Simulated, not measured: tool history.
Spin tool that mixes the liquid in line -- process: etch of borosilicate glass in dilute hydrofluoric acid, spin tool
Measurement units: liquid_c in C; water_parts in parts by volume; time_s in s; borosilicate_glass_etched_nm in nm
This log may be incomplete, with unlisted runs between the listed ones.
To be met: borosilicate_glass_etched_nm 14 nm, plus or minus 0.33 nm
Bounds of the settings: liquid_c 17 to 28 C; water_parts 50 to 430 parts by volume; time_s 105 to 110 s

run	day	liquid_c	water_parts	time_s	borosilicate_glass_etched_nm
1	0	20	240	105	9.5173
2	0.279	22	235	105	10.367
3	0.367	22	235	110	10.915
4	0.554	25	235	110	12.072
5	0.675	25.5	230	110	12.655
6	1.017	25.5	230	105	12.068
7	1.35	26	225	105	12.729
8	1.546	26.5	225	105	12.856
9	1.671	27	225	105	13.104

Consider the 4 candidate settings below. Which is the only one whose results all fall within their allowed miss of target?
A	1.796	27.5	235	110	?
B	1.796	22.5	195	105	?
C	1.796	27.5	255	105	?
D	1.796	28	230	110	?

move	borosilicate_glass_etched_nm
A	13.156
B	13.187
C	11.32
D	13.754
A: closes in on the targets versus the last run, not all within tolerance yet
B: closes in on the targets versus the last run, not all within tolerance yet
C: misses by more than the last run did
D: in spec on every target
Correct choice: D, which meets every target

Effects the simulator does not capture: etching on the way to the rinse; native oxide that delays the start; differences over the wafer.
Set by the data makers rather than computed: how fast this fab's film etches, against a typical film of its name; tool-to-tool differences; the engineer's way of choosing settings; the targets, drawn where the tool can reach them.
